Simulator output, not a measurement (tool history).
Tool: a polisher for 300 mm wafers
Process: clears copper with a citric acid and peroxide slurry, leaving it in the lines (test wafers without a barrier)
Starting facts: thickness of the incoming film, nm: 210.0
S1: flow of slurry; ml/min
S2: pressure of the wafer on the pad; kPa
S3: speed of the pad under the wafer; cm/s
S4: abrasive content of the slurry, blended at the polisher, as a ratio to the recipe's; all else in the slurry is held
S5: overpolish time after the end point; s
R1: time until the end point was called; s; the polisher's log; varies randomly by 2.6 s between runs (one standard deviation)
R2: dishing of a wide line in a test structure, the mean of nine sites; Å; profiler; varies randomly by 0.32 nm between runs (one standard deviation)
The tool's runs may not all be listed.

{"run": 1, "hour": 0.0, "S1": 190, "S2": 27.6, "S3": 84, "S4": 1.0, "S5": 14, "R1": 68.833, "R2": 220.47}
{"run": 2, "hour": 6.6, "S1": 220, "S2": 27.6, "S3": 84, "S4": 1.0, "S5": 14, "R1": 66.052, "R2": 222.38}
{"run": 3, "hour": 8.9, "S1": 215, "S2": 24.8, "S3": 80, "S4": 1.0, "S5": 15, "R1": 75.411, "R2": 222.09}
{"run": 4, "hour": 11.9, "S1": 250, "S2": 24.8, "S3": 80, "S4": 1.0, "S5": 15, "R1": 76.054, "R2": 223.31}
{"run": 5, "hour": 16.9, "S1": 250, "S2": 24.8, "S3": 80, "S4": 1.0, "S5": 10, "R1": 74.244, "R2": 162.59}
{"run": 6, "hour": 25.0, "S1": 250, "S2": 24.8, "S3": 80, "S4": 1.0, "S5": 14, "R1": 75.455, "R2": 211.46}
{"run": 7, "hour": 31.7, "S1": 250, "S2": 22.8, "S3": 76, "S4": 1.0, "S5": 15, "R1": 83.558, "R2": 200.98}
{"run": 8, "hour": 34.7, "S1": 250, "S2": 21.4, "S3": 72, "S4": 1.0, "S5": 16, "R1": 91.211, "R2": 200.05}
{"run": 9, "hour": 40.3, "S1": 250, "S2": 20.0, "S3": 68, "S4": 1.0, "S5": 17, "R1": 102.09, "R2": 198.69}
{"run": 10, "hour": 47.5, "S1": 245, "S2": 12.4, "S3": 54, "S4": 1.0, "S5": 20, "R1": 176.24, "R2": 142.75}
{"run": 11, "hour": 54.3, "S1": 245, "S2": 12.4, "S3": 54, "S4": 1.0, "S5": 20, "R1": 174.91, "R2": 138.41}
{"run": 12, "hour": 59.7, "S1": 245, "S2": 15.2, "S3": 54, "S4": 1.0, "S5": 24, "R1": 147.67, "R2": 190.06}
{"run": 13, "hour": 68.6, "S1": 240, "S2": 15.2, "S3": 54, "S4": 1.0, "S5": 24, "R1": 148.76, "R2": 184.17}

For run 14, what comes out?
{"run": 14, "hour": 76.1, "S1": 235, "S2": 15.2, "S3": 54, "S4": 1.0, "S5": 24, "R1": "?", "R2": "?"}

{"run 14": {"R1": 149.46, "R2": 184.58}}
